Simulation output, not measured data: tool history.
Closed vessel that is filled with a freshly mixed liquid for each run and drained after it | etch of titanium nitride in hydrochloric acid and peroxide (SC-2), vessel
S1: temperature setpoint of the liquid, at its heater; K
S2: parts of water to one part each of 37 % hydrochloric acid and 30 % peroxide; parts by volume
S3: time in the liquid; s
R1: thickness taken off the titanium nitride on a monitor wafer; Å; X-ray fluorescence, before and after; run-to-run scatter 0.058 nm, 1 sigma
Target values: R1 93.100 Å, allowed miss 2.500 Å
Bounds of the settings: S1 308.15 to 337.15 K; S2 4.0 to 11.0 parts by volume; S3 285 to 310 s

Run 1, hour 0.0: S1 321.15 K, S2 6.0 parts by volume, S3 285 s. Result: R1 123.570 Å.
Run 2, hour 3.9: S1 316.15 K, S2 6.0 parts by volume, S3 285 s. Result: R1 86.371 Å.
Run 3, hour 6.8: S1 316.65 K, S2 6.0 parts by volume, S3 285 s. Result: R1 90.607 Å.
Run 4, hour 15.4: S1 316.65 K, S2 5.0 parts by volume, S3 285 s. Result: R1 103.920 Å.
At hour 22.7: chemicals flow meter replaced.
Run 5, hour 22.7: S1 316.15 K, S2 5.0 parts by volume, S3 285 s. Result: R1 108.160 Å.
Run 6, hour 23.3: S1 309.65 K, S2 5.0 parts by volume, S3 285 s. Result: R1 67.435 Å.
Run 7, hour 24.6: S1 311.15 K, S2 5.0 parts by volume, S3 285 s. Result: R1 75.468 Å.
Run 8, hour 25.8: S1 312.15 K, S2 5.0 parts by volume, S3 285 s. Result: R1 81.346 Å.
Run 9, hour 28.6: S1 312.65 K, S2 5.0 parts by volume, S3 285 s. Result: R1 84.439 Å.
Run 10, hour 37.4: S1 312.65 K, S2 5.0 parts by volume, S3 285 s. Result: R1 85.090 Å.

Consider the 4 candidate settings below. Which is the only one whose results all fall within their allowed miss of target?
Run A, hour 46.2: S1 309.65 K, S2 4.5 parts by volume, S3 285 s. Result: R1 ?.
Run B, hour 46.2: S1 312.65 K, S2 5.5 parts by volume, S3 310 s. Result: R1 ?.
Run C, hour 46.2: S1 312.15 K, S2 4.5 parts by volume, S3 305 s. Result: R1 ?.
Run D, hour 46.2: S1 315.65 K, S2 6.0 parts by volume, S3 310 s. Result: R1 ?.

move      R1
   A  72.566
   B  84.880
   C  92.982
   D  98.333
A: further off than the last run
B: about the same distance from the targets as the last run
C: hits every target within its allowed miss
D: the result that was furthest off in the last run now lies on the other side of its target
Answer: C
